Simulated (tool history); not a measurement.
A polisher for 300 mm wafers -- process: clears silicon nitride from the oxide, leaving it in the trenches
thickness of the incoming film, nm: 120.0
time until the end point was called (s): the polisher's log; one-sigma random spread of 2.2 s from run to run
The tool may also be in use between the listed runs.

run	hour	flow of slurry (ml/min)	pressure of the wafer on the pad (psi)	speed of the pad under the wafer (cm/s)	overpolish time after the end point (s)	time until the end point was called (s)
1	0	235	3.1	106	8	102.62
2	9	235	2.6	104	8	120.99
3	14.9	290	2.6	104	8	119.26
4	16.1	265	2.6	104	8	119.81
5	18.2	265	2.2	102	8	143.62
6	20.8	265	2	102	8	159.27
7	22.3	265	1.6	102	8	197.7

Run 8 is up next; what results do you expect?
8	24.3	270	1.6	102	8	?

time until the end point was called (s): 198.71

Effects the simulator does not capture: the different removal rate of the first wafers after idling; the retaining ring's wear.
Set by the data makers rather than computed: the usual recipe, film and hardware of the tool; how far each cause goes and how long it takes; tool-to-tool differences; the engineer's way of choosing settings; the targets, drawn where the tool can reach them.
